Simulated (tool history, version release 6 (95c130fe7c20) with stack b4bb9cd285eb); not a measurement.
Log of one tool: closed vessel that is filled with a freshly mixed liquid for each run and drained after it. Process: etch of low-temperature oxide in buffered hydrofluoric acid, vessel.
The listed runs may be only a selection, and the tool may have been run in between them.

| run | day | temperature setpoint of the liquid (°C) | parts of 40 % ammonium fluoride to one part of 49 % hydrofluoric acid (parts by volume) | time in the liquid (s) | thickness taken off the low-temperature oxide on a monitor wafer (nm) |
|---|---|---|---|---|---|
| 1 | 0.000 | 23.0 | 7.5 | 30 | 161.45 |
| 2 | 0.108 | 23.0 | 9.5 | 30 | 130.03 |
| 3 | 0.279 | 22.5 | 9.5 | 30 | 123.10 |
| 4 | 0.517 | 22.0 | 9.5 | 30 | 121.46 |
| 5 | 0.792 | 24.5 | 9.5 | 30 | 139.50 |
| 6 | 1.062 | 24.0 | 9.5 | 30 | 135.24 |
| 7 | 1.167 | 23.5 | 9.5 | 30 | 130.29 |
| 8 | 1.246 | 23.0 | 9.5 | 30 | 127.62 |
| 9 | 1.508 | 22.5 | 9.5 | 30 | 125.34 |
| 10 | 1.683 | 22.0 | 9.5 | 30 | 122.83 |

Run 11 has not been measured yet. What should we expect?
| 11 | 1.800 | 21.5 | 9.5 | 30 | ? |

{"run 11": {"thickness taken off the low-temperature oxide on a monitor wafer (nm)": 115.26}}
